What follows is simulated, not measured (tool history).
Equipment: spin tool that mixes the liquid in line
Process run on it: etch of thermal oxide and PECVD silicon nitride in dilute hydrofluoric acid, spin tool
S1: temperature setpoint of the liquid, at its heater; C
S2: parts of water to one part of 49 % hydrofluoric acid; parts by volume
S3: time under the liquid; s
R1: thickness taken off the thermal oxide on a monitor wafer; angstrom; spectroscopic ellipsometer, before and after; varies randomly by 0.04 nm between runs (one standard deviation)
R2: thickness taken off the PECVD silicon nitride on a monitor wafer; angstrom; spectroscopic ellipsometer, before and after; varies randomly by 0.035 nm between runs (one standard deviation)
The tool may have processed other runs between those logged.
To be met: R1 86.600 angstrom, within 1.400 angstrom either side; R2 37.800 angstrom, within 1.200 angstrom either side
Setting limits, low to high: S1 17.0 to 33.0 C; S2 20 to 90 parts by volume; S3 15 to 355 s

run 1 hour=0.0 | S1=25.0 S2=50 S3=180 | R1=186.990 R2=67.925
run 2 hour=5.6 | S1=26.0 S2=60 S3=180 | R1=160.250 R2=60.567
run 3 hour=14.4 | S1=26.0 S2=60 S3=150 | R1=132.870 R2=50.042
run 4 hour=22.3 | S1=26.5 S2=70 S3=155 | R1=118.440 R2=45.773
run 5 hour=29.3 | S1=26.5 S2=80 S3=155 | R1=103.020 R2=39.516
run 6 hour=37.2 | S1=28.0 S2=85 S3=145 | R1=95.170 R2=39.545
run 7 hour=42.6 | S1=28.5 S2=85 S3=140 | R1=93.495 R2=38.483
run 8 hour=44.9 | S1=29.0 S2=85 S3=135 | R1=91.503 R2=38.740

Below are 5 possible settings for the next run. Only one of them brings all results inside the allowed miss of their targets. Which is it?
run A hour=47.2 | S1=30.0 S2=90 S3=130 | R1=? R2=?
run B hour=47.2 | S1=27.0 S2=75 S3=135 | R1=? R2=?
run C hour=47.2 | S1=30.0 S2=75 S3=110 | R1=? R2=?
run D hour=47.2 | S1=26.5 S2=90 S3=165 | R1=? R2=?
run E hour=47.2 | S1=29.5 S2=80 S3=130 | R1=? R2=?

move=A R1=87.004 R2=37.715
move=B R1=98.626 R2=38.757
move=C R1=90.292 R2=38.304
move=D R1=96.532 R2=38.265
move=E R1=97.427 R2=41.112
A: in spec on every target
B: the biggest miss grows against the last run
C: gains on the last run, yet a result remains outside its allowed miss
D: the biggest miss grows against the last run
E: the biggest miss grows against the last run
The right move is A.
